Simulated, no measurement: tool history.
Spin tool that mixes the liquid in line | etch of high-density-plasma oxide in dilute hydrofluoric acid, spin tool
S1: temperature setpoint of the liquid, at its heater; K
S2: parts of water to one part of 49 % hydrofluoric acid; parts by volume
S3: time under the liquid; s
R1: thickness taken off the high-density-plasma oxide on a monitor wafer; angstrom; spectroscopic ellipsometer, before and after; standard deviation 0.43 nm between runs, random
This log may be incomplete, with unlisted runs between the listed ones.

| run | hour | S1 | S2 | S3 | R1 |
|---|---|---|---|---|---|
| 1 | 0 | 296.15 | 85 | 315 | 260.8 |
| 2 | 2.1 | 296.15 | 85 | 335 | 274.88 |
| 3 | 10.1 | 297.65 | 80 | 335 | 311.79 |
| 4 | 15.9 | 298.65 | 75 | 335 | 348.16 |
| 5 | 20.1 | 296.15 | 75 | 335 | 313.72 |
| 6 | 27.2 | 296.15 | 75 | 335 | 319.2 |
| 7 | 36.2 | 297.65 | 75 | 335 | 336.9 |

Predict the results of run 8:
| 8 | 44.2 | 298.65 | 75 | 335 | ? |

{"run 8": {"R1": 347.68}}
